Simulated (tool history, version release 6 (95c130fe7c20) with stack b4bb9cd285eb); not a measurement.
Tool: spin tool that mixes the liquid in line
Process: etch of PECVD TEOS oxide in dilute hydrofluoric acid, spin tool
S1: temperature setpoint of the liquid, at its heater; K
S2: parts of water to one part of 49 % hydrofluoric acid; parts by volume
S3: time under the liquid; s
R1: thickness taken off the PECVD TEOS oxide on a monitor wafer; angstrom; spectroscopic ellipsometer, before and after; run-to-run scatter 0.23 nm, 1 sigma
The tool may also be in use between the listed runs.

| run | hour | S1 | S2 | S3 | R1 |
|---|---|---|---|---|---|
| 1 | 0.0 | 294.15 | 75 | 90 | 124.270 |
| 2 | 7.0 | 291.65 | 75 | 90 | 111.140 |
| 3 | 12.5 | 291.65 | 75 | 70 | 85.141 |
| 4 | 20.9 | 291.65 | 55 | 70 | 120.290 |
| 5 | 28.8 | 293.15 | 55 | 70 | 127.960 |
| 6 | 30.6 | 293.15 | 75 | 70 | 92.567 |
| 7 | 34.6 | 294.65 | 70 | 70 | 105.680 |
| 8 | 38.7 | 295.65 | 60 | 70 | 130.350 |
| 9 | 42.7 | 296.65 | 55 | 70 | 148.780 |

What will run 10 give?
| 10 | 47.2 | 297.65 | 50 | 70 | ? |

{"run 10": {"R1": 172.56}}
